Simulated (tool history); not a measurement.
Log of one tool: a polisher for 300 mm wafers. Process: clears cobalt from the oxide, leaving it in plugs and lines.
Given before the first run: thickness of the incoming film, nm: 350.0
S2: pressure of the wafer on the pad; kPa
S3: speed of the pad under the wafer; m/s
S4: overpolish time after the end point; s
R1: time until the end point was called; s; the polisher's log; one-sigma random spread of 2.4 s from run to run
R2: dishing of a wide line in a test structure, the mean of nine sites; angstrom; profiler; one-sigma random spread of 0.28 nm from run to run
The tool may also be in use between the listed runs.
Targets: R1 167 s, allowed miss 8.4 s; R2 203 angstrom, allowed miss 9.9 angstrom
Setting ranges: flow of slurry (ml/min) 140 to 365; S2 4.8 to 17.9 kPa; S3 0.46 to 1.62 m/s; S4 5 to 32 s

{"run": 1, "day": 0.0, "flow of slurry (ml/min)": 235, "S2": 11, "S3": 1.04, "S4": 16, "R1": 74.452, "R2": 405.09}
{"run": 2, "day": 0.225, "flow of slurry (ml/min)": 235, "S2": 9.7, "S3": 0.94, "S4": 13, "R1": 94.609, "R2": 321.35}
{"run": 3, "day": 0.462, "flow of slurry (ml/min)": 235, "S2": 9.7, "S3": 0.82, "S4": 13, "R1": 108.99, "R2": 293.85}
{"run": 4, "day": 0.625, "flow of slurry (ml/min)": 235, "S2": 8.3, "S3": 0.82, "S4": 12, "R1": 125.95, "R2": 250.64}
{"run": 5, "day": 0.654, "flow of slurry (ml/min)": 235, "S2": 8.3, "S3": 0.82, "S4": 19, "R1": 125.64, "R2": 332.19}
{"run": 6, "day": 0.754, "flow of slurry (ml/min)": 205, "S2": 8.3, "S3": 0.82, "S4": 19, "R1": 130.56, "R2": 335.13}
{"run": 7, "day": 0.942, "flow of slurry (ml/min)": 215, "S2": 7.6, "S3": 0.82, "S4": 16, "R1": 138.49, "R2": 290.56}
{"run": 8, "day": 1.179, "flow of slurry (ml/min)": 225, "S2": 6.9, "S3": 0.82, "S4": 14, "R1": 153.79, "R2": 243.87}
{"run": 9, "day": 1.408, "flow of slurry (ml/min)": 230, "S2": 6.9, "S3": 0.82, "S4": 13, "R1": 150.89, "R2": 227.24}
{"run": 10, "day": 1.721, "flow of slurry (ml/min)": 235, "S2": 6.2, "S3": 0.82, "S4": 13, "R1": 167.74, "R2": 216.91}
{"run": 11, "day": 1.862, "flow of slurry (ml/min)": 240, "S2": 6.2, "S3": 0.82, "S4": 13, "R1": 166.5, "R2": 217.21}
{"run": 12, "day": 2.138, "flow of slurry (ml/min)": 245, "S2": 6.2, "S3": 0.82, "S4": 13, "R1": 162.43, "R2": 212.8}
{"run": 13, "day": 2.158, "flow of slurry (ml/min)": 250, "S2": 6.2, "S3": 0.82, "S4": 13, "R1": 164.36, "R2": 217.5}

Which one of the following 4 next-run settings gets every result inside its allowed miss? There is exactly one.
{"run": "A", "day": 2.179, "flow of slurry (ml/min)": 245, "S2": 6.2, "S3": 0.8, "S4": 15, "R1": "?", "R2": "?"}
{"run": "B", "day": 2.179, "flow of slurry (ml/min)": 220, "S2": 6.2, "S3": 0.82, "S4": 12, "R1": "?", "R2": "?"}
{"run": "C", "day": 2.179, "flow of slurry (ml/min)": 270, "S2": 6.9, "S3": 0.68, "S4": 16, "R1": "?", "R2": "?"}
{"run": "D", "day": 2.179, "flow of slurry (ml/min)": 310, "S2": 10.3, "S3": 0.48, "S4": 15, "R1": "?", "R2": "?"}

move=A R1=170.27 R2=240.85
move=B R1=168.09 R2=205.24
move=C R1=178.38 R2=244.23
move=D R1=166.02 R2=245.35
A: lands further from the targets than the last run did
B: every result lands within tolerance
C: lands further from the targets than the last run did
D: lands further from the targets than the last run did
Go with B: it meets all targets.
